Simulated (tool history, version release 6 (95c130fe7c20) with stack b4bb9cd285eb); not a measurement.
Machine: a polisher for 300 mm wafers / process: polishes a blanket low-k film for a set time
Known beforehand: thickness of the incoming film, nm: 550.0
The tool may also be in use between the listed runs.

run,hour,flow of slurry (ml/min),pressure of the wafer on the pad (kPa),speed of the pad under the wafer (cm/s),abrasive content of the slurry,polishing time (s),film removed (Å)
1,0,310,8.3,90,1,65,175.05
2,6.5,315,9,92,1,65,192.08
3,8.7,320,9.7,94,1,65,210.52
4,13.7,320,9.7,94,1,68,219.08
5,14.3,320,10.3,96,1,68,238.63
6,15.4,325,11,96,1,68,252.16
7,23.7,325,11,98,1,68,257.23
8,25.8,325,11,100,1,68,260.25

For run 9, what comes out?
9,27.9,330,11.7,102,1,68,?

Run 9 gave film removed (Å) 278.83.
